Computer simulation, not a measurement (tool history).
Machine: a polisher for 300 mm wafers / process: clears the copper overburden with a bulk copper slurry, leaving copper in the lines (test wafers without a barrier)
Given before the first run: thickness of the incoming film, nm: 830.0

run	hour	flow of slurry (ml/min)	pressure of the wafer on the pad (psi)	speed of the pad under the wafer (cm/s)	abrasive content of the slurry	overpolish time after the end point (s)	time until the end point was called (s)	dishing of a wide line in a test structure (Å)
1	0.0	265	1.9	122	1.00	29	140.80	768.02
2	5.3	265	1.9	122	1.20	29	135.15	760.83
3	9.4	265	1.9	122	1.20	27	136.22	728.17
4	17.1	265	1.9	122	1.05	27	141.63	713.55
5	18.7	240	1.9	122	1.05	27	139.64	734.38
6	26.8	240	1.6	122	1.05	27	170.84	645.41

Estimate the outcome of run 7 from the log above:
# hour 27.9: slurry nozzle cleaned
7	27.9	240	1.7	122	1.05	25	?	?

{"run 7": {"time until the end point was called (s)": 152.13, "dishing of a wide line in a test structure (Å)": 656.21}}
